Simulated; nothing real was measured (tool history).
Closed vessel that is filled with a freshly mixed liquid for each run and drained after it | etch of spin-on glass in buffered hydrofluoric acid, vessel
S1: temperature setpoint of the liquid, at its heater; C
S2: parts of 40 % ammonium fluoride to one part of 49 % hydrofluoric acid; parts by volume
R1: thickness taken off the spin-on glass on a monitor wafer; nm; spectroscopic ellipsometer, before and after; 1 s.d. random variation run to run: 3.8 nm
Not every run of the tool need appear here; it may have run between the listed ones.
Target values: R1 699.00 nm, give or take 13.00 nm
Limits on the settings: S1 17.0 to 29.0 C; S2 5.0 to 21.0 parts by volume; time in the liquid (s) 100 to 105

Run 1, day 0.000: S1 21.0 C, S2 13.0 parts by volume, time in the liquid (s) 100. Result: R1 342.37 nm.
Run 2, day 0.321: S1 21.0 C, S2 13.0 parts by volume, time in the liquid (s) 100. Result: R1 339.29 nm.
Run 3, day 0.638: S1 21.0 C, S2 16.5 parts by volume, time in the liquid (s) 100. Result: R1 268.42 nm.
Run 4, day 0.925: S1 22.5 C, S2 15.0 parts by volume, time in the liquid (s) 100. Result: R1 319.73 nm.
Run 5, day 1.204: S1 22.5 C, S2 12.0 parts by volume, time in the liquid (s) 100. Result: R1 399.13 nm.
Run 6, day 1.462: S1 24.0 C, S2 12.0 parts by volume, time in the liquid (s) 100. Result: R1 432.48 nm.
Run 7, day 1.662: S1 25.0 C, S2 11.5 parts by volume, time in the liquid (s) 100. Result: R1 477.88 nm.
Run 8, day 1.733: S1 26.0 C, S2 11.0 parts by volume, time in the liquid (s) 100. Result: R1 528.21 nm.

Below are 4 possible settings for the next run. Only one of them brings all results inside the allowed miss of their targets. Which is it?
Run A, day 1.804: S1 28.0 C, S2 9.0 parts by volume, time in the liquid (s) 105. Result: R1 ?.
Run B, day 1.804: S1 25.5 C, S2 8.0 parts by volume, time in the liquid (s) 105. Result: R1 ?.
Run C, day 1.804: S1 24.0 C, S2 8.0 parts by volume, time in the liquid (s) 105. Result: R1 ?.
Run D, day 1.804: S1 28.0 C, S2 9.5 parts by volume, time in the liquid (s) 105. Result: R1 ?.

move      R1
   A  724.69
   B  720.28
   C  664.04
   D  700.52
A: takes the biggest miss from the last run beyond its target
B: takes the biggest miss from the last run beyond its target
C: nearer than the last run, and not there yet
D: all results in spec
Correct choice: D, which meets every target
